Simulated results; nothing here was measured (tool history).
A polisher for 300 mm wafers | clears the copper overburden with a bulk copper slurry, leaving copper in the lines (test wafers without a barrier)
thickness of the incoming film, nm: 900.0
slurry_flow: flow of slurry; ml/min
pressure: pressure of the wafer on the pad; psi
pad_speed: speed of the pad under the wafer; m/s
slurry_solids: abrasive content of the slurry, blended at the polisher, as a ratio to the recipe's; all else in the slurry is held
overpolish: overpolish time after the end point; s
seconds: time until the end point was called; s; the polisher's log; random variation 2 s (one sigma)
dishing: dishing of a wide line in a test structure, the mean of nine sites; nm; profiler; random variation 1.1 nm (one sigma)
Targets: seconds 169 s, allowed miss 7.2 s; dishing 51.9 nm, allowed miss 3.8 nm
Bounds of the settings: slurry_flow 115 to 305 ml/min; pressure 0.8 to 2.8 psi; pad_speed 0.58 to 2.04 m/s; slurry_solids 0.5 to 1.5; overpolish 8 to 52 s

{"run": 1, "hour": 0.0, "slurry_flow": 195, "pressure": 1.8, "pad_speed": 1.3, "slurry_solids": 1, "overpolish": 26, "seconds": 128.83, "dishing": 90.72}
{"run": 2, "hour": 5.7, "slurry_flow": 195, "pressure": 1.7, "pad_speed": 1.3, "slurry_solids": 1, "overpolish": 23, "seconds": 134.56, "dishing": 82.279}
{"run": 3, "hour": 7.4, "slurry_flow": 195, "pressure": 1.5, "pad_speed": 1.3, "slurry_solids": 1, "overpolish": 23, "seconds": 150.51, "dishing": 78.013}
{"run": 4, "hour": 11.6, "slurry_flow": 195, "pressure": 1.5, "pad_speed": 1.3, "slurry_solids": 1, "overpolish": 21, "seconds": 147.03, "dishing": 70.532}
{"run": 5, "hour": 13.0, "slurry_flow": 195, "pressure": 1.1, "pad_speed": 1.3, "slurry_solids": 1, "overpolish": 21, "seconds": 185.43, "dishing": 61.662}
{"run": 6, "hour": 14.1, "slurry_flow": 195, "pressure": 1.1, "pad_speed": 1.3, "slurry_solids": 1, "overpolish": 20, "seconds": 186.5, "dishing": 58.031}
{"run": 7, "hour": 18.0, "slurry_flow": 195, "pressure": 1.1, "pad_speed": 1.3, "slurry_solids": 1, "overpolish": 19, "seconds": 186.43, "dishing": 56.04}
{"run": 8, "hour": 26.0, "slurry_flow": 195, "pressure": 1.1, "pad_speed": 1.3, "slurry_solids": 1, "overpolish": 18, "seconds": 184.76, "dishing": 52.473}

Which of these 4 next moves meets every target?
{"run": "A", "hour": 34.0, "slurry_flow": 175, "pressure": 1.3, "pad_speed": 1.36, "slurry_solids": 1.25, "overpolish": 14, "seconds": "?", "dishing": "?"}
{"run": "B", "hour": 34.0, "slurry_flow": 215, "pressure": 1, "pad_speed": 1.5, "slurry_solids": 0.75, "overpolish": 13, "seconds": "?", "dishing": "?"}
{"run": "C", "hour": 34.0, "slurry_flow": 170, "pressure": 1.4, "pad_speed": 1.2, "slurry_solids": 1.05, "overpolish": 15, "seconds": "?", "dishing": "?"}
{"run": "D", "hour": 34.0, "slurry_flow": 225, "pressure": 1.3, "pad_speed": 1, "slurry_solids": 1.1, "overpolish": 18, "seconds": "?", "dishing": "?"}

move=A seconds=152 dishing=52.318
move=B seconds=186.73 dishing=41.486
move=C seconds=170.98 dishing=50.867
move=D seconds=204.24 dishing=50.671
A: takes the result that was furthest off past its target
B: further off than the last run
C: meets every target
D: further off than the last run
Answer: C

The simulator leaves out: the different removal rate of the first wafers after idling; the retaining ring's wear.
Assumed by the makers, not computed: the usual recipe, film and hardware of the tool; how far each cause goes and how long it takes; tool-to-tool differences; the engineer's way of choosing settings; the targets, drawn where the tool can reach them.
